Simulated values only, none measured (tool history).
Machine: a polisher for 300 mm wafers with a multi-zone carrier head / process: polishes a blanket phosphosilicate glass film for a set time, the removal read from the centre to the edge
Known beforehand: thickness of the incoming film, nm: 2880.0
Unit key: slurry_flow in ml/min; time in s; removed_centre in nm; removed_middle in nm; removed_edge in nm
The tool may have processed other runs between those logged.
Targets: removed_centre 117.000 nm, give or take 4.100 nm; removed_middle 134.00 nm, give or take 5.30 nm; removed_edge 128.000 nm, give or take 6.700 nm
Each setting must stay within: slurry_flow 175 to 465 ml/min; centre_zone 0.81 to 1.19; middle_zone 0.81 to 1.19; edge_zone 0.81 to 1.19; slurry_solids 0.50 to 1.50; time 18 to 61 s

run  hour  slurry_flow  centre_zone  middle_zone  edge_zone  slurry_solids  time  removed_centre  removed_middle  removed_edge
  1   0.0          295         1.00         1.00       1.00           1.00    39         221.850          223.10       219.700
  2   2.4          290         0.96         0.99       0.97           0.85    36         175.930          185.02       186.320
  3   7.1          295         0.95         1.00       0.94           0.75    34         146.050          157.00       153.510
  4   9.0          295         0.93         1.00       0.91           0.70    34         138.940          147.12       140.560
  5  10.2          295         0.93         1.03       0.91           0.70    34         136.840          151.68       136.710
  6  14.7          295         0.90         1.01       0.89           0.70    34         133.100          147.45       138.290
  7  22.5          295         0.87         1.00       0.87           0.70    34         128.840          147.98       138.030
  8  28.3          295         0.86         0.99       0.86           0.70    34         125.890          146.99       132.150
     33.3  -- worn pad replaced by a new one
  9  33.3          290         0.85         0.96       0.86           0.70    34         137.200          152.52       152.650
 10  38.6          260         0.86         1.00       0.89           0.50    33          87.489          103.03        94.668

Which one of the following 4 next-run settings gets every result inside its allowed miss? There is exactly one.
  A  43.9          390         0.86         0.86       1.01           0.55    37               ?               ?             ?
  B  43.9          235         0.81         1.02       0.96           0.60    38               ?               ?             ?
  C  43.9          255         0.91         0.88       0.88           0.65    33               ?               ?             ?
  D  43.9          315         0.84         0.95       0.83           0.55    39               ?               ?             ?

move  removed_centre  removed_middle  removed_edge
   A         118.120          120.57       134.550
   B         120.210          151.10       144.190
   C         129.900          128.22       132.910
   D         119.130          135.49       127.470
A: puts the biggest miss on target and leaves a different result outside tolerance
B: puts the biggest miss on target and leaves a different result outside tolerance
C: the result that was furthest off in the last run now lies on the other side of its target
D: in spec on every target
Answer: D
